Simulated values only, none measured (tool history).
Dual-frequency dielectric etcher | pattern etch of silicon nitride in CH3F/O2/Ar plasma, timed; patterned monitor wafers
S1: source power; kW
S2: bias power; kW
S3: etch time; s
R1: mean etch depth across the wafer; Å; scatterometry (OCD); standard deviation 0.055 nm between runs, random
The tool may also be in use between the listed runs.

{"run": 1, "day": 0.0, "S1": 0.49, "S2": 0.102, "S3": 31.5, "R1": 270.43}
{"run": 2, "day": 0.029, "S1": 0.49, "S2": 0.094, "S3": 31.5, "R1": 259.04}
{"run": 3, "day": 0.292, "S1": 0.46, "S2": 0.092, "S3": 31.5, "R1": 248.2}
{"run": 4, "day": 0.392, "S1": 0.44, "S2": 0.091, "S3": 31.5, "R1": 242.38}
{"run": 5, "day": 0.675, "S1": 0.43, "S2": 0.091, "S3": 31.5, "R1": 239.74}
{"run": 6, "day": 0.704, "S1": 0.48, "S2": 0.091, "S3": 31.5, "R1": 252.12}

What will run 7 give?
{"run": 7, "day": 0.95, "S1": 0.46, "S2": 0.09, "S3": 31.5, "R1": "?"}

{"run 7": {"R1": 246.48}}
